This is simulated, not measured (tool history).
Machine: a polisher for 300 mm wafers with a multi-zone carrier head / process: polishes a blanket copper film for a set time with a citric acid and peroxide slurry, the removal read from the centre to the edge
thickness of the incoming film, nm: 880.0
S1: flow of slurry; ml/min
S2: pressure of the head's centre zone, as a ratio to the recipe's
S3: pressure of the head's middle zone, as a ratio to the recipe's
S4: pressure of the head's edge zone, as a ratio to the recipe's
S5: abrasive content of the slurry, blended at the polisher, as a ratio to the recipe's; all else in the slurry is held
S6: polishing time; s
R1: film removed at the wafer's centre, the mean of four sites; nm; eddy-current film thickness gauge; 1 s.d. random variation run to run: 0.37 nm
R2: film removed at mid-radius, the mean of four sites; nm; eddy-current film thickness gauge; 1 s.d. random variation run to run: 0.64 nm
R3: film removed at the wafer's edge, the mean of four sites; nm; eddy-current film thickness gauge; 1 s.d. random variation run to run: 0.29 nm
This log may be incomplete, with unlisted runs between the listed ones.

run	hour	S1	S2	S3	S4	S5	S6	R1	R2	R3
1	0.0	205	1.00	1.00	1.00	1.00	37	74.141	75.825	76.152
2	8.4	195	0.96	1.00	0.95	0.85	33	62.800	66.896	63.252
3	13.5	195	0.96	1.00	0.95	1.05	33	64.153	68.725	65.382
4	15.9	180	0.91	0.98	0.93	0.90	31	55.582	60.934	58.733
5	19.9	170	0.88	0.97	0.91	0.80	30	50.093	57.689	55.578
6	24.8	205	0.88	0.97	0.91	0.80	30	52.248	59.295	56.779
7	28.9	160	0.84	0.95	0.81	0.55	27	40.335	46.589	43.861

Estimate the outcome of run 8 from the log above:
8	34.6	175	0.84	0.96	0.82	0.55	27	?	?	?

R1: 41.521 nm
R2: 48.686 nm
R3: 44.904 nm
